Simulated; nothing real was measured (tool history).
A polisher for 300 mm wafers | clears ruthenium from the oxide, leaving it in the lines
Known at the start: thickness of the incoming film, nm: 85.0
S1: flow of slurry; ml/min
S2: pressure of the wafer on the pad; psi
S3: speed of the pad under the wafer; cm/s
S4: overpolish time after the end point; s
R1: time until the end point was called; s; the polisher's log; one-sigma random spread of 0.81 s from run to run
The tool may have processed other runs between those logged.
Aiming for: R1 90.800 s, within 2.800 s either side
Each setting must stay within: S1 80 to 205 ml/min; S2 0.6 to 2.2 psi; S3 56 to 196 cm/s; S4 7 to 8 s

run	hour	S1	S2	S3	S4	R1
1	0.0	135	1.4	126	8	79.035
2	6.2	135	1.4	146	8	70.660
3	9.9	135	1.7	146	8	59.153
4	16.7	135	1.7	120	8	67.732
5	17.6	130	1.6	120	8	71.913
6	20.0	130	1.6	120	7	71.998
7	25.8	130	1.4	120	7	82.507
8	32.1	130	1.4	120	7	81.777
9	32.6	130	1.3	120	7	87.571
10	35.3	130	1.3	120	7	88.124

4 next moves are on the table. One of them brings every result within its allowed miss. Which?
A	38.0	125	1.3	116	7	?
B	38.0	120	1.4	114	8	?
C	38.0	140	1.4	114	7	?
D	38.0	145	1.5	98	8	?

move	R1
A	90.037
B	85.420
C	82.686
D	83.563
A: meets every target
B: misses by more than the last run did
C: misses by more than the last run did
D: misses by more than the last run did
Go with A: it meets all targets.
